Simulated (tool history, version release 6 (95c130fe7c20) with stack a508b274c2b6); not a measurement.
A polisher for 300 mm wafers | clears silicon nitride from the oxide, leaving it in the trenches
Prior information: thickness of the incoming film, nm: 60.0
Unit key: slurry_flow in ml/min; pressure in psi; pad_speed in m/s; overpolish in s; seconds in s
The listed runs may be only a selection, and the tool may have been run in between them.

{"run": 1, "hour": 0.0, "slurry_flow": 145, "pressure": 2.1, "pad_speed": 0.82, "overpolish": 6, "seconds": 103.71}
{"run": 2, "hour": 2.4, "slurry_flow": 145, "pressure": 1.7, "pad_speed": 0.82, "overpolish": 6, "seconds": 127.59}
{"run": 3, "hour": 6.5, "slurry_flow": 135, "pressure": 1.5, "pad_speed": 0.74, "overpolish": 6, "seconds": 160.98}
{"run": 4, "hour": 9.1, "slurry_flow": 125, "pressure": 1.3, "pad_speed": 0.7, "overpolish": 6, "seconds": 195.04}
{"run": 5, "hour": 11.3, "slurry_flow": 115, "pressure": 1.2, "pad_speed": 0.68, "overpolish": 6, "seconds": 221.22}
{"run": 6, "hour": 20.1, "slurry_flow": 115, "pressure": 1.5, "pad_speed": 0.68, "overpolish": 6, "seconds": 180.56}
{"run": 7, "hour": 25.4, "slurry_flow": 110, "pressure": 1.3, "pad_speed": 0.68, "overpolish": 6, "seconds": 206.72}
{"run": 8, "hour": 33.5, "slurry_flow": 105, "pressure": 1.2, "pad_speed": 0.68, "overpolish": 6, "seconds": 228.8}
{"run": 9, "hour": 36.1, "slurry_flow": 100, "pressure": 1.2, "pad_speed": 0.68, "overpolish": 6, "seconds": 232.52}
{"run": 10, "hour": 38.0, "slurry_flow": 95, "pressure": 1.2, "pad_speed": 0.68, "overpolish": 6, "seconds": 234.13}
{"run": 11, "hour": 44.8, "slurry_flow": 90, "pressure": 1.2, "pad_speed": 0.68, "overpolish": 6, "seconds": 240.6}

Run 12 is up next; what results do you expect?
{"run": 12, "hour": 52.5, "slurry_flow": 85, "pressure": 1.2, "pad_speed": 0.68, "overpolish": 6, "seconds": "?"}

For run 12 the tool returned seconds 246.4 s.
